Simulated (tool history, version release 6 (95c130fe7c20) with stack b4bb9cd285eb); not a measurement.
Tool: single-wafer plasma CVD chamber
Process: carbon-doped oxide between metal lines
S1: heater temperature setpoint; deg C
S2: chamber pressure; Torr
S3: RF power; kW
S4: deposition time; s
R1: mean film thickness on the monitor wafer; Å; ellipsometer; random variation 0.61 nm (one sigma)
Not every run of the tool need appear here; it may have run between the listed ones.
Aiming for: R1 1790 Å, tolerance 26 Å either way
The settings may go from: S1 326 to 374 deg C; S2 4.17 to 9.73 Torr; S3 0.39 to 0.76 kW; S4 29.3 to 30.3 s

run	hour	S1	S2	S3	S4	R1
1	0	350	6.95	0.575	29.3	1478.4
2	8.7	347	7.11	0.595	29.3	1530.5
3	9.8	345	7.28	0.61	29.3	1569.4
4	14.5	343	7.44	0.62	29.3	1613.8
5	19	341	7.67	0.625	29.3	1635.1
6	27.8	341	7.67	0.625	29.3	1630.5
7	29.1	339	7.81	0.63	29.3	1647.7
8	30.2	338	7.91	0.64	29.3	1685.9
9	34.6	337	8.03	0.645	29.3	1684.9
10	43	336	8.07	0.65	29.3	1700
11	46.5	335	8.14	0.655	29.3	1728.1

Pick the move, out of 4, that brings all results within their allowed miss; only one does.
A	50	331	8.79	0.635	30.3	?
B	50	333	7.91	0.64	29.3	?
C	50	332	7.56	0.665	29.3	?
D	50	328	8.47	0.6	30.3	?

move	R1
A	1767.9
B	1694.7
C	1740.5
D	1714
A: every result lands within tolerance
B: moves away from the targets compared with the last run
C: nearer than the last run, and not there yet
D: moves away from the targets compared with the last run
The right move is A.
